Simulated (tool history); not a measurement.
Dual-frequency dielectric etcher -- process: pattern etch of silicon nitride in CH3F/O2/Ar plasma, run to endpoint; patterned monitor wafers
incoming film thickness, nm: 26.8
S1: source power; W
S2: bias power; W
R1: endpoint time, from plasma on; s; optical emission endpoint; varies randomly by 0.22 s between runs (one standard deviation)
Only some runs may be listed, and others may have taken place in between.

| run | hour | S1 | S2 | R1 |
|---|---|---|---|---|
| 1 | 0.0 | 370 | 53 | 44.547 |
| 2 | 0.7 | 340 | 53 | 45.981 |
| 3 | 2.8 | 360 | 54 | 44.423 |
| 4 | 4.3 | 370 | 55 | 44.399 |
| 5 | 7.6 | 370 | 64 | 41.761 |
| 6 | 12.3 | 340 | 64 | 44.174 |

What will run 7 give?
| 7 | 14.0 | 350 | 65 | ? |

{"run 7": {"R1": 42.907}}
